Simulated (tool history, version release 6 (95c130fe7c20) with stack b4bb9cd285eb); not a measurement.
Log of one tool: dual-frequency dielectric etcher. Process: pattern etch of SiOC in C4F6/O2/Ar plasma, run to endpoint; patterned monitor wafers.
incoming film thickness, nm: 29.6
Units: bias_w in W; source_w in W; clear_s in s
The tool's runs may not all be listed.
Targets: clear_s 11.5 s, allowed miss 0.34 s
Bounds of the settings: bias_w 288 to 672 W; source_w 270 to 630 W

{"run": 1, "day": 0.0, "bias_w": 480, "source_w": 450, "clear_s": 9.2528}
{"run": 2, "day": 0.138, "bias_w": 432, "source_w": 450, "clear_s": 9.8269}
{"run": 3, "day": 0.246, "bias_w": 403, "source_w": 440, "clear_s": 10.47}
{"run": 4, "day": 0.5, "bias_w": 403, "source_w": 510, "clear_s": 9.7304}
{"run": 5, "day": 0.842, "bias_w": 377, "source_w": 500, "clear_s": 10.267}
{"run": 6, "day": 1.008, "bias_w": 359, "source_w": 500, "clear_s": 10.647}
{"run": 7, "day": 1.329, "bias_w": 348, "source_w": 500, "clear_s": 10.888}
{"run": 8, "day": 1.646, "bias_w": 294, "source_w": 480, "clear_s": 12.577}
{"run": 9, "day": 1.817, "bias_w": 304, "source_w": 480, "clear_s": 12.118}
{"run": 10, "day": 1.933, "bias_w": 310, "source_w": 480, "clear_s": 11.997}
{"run": 11, "day": 2.142, "bias_w": 315, "source_w": 480, "clear_s": 12.002}

5 next moves are on the table. One of them brings every result within its allowed miss. Which?
{"run": "A", "day": 2.35, "bias_w": 345, "source_w": 530, "clear_s": "?"}
{"run": "B", "day": 2.35, "bias_w": 354, "source_w": 530, "clear_s": "?"}
{"run": "C", "day": 2.35, "bias_w": 399, "source_w": 380, "clear_s": "?"}
{"run": "D", "day": 2.35, "bias_w": 380, "source_w": 460, "clear_s": "?"}
{"run": "E", "day": 2.35, "bias_w": 334, "source_w": 470, "clear_s": "?"}

move=A clear_s=10.67
move=B clear_s=10.485
move=C clear_s=10.852
move=D clear_s=10.504
move=E clear_s=11.381
A: takes the result that was furthest off past its target
B: takes the result that was furthest off past its target
C: takes the result that was furthest off past its target
D: takes the result that was furthest off past its target
E: meets every target
Move E is the one to make.
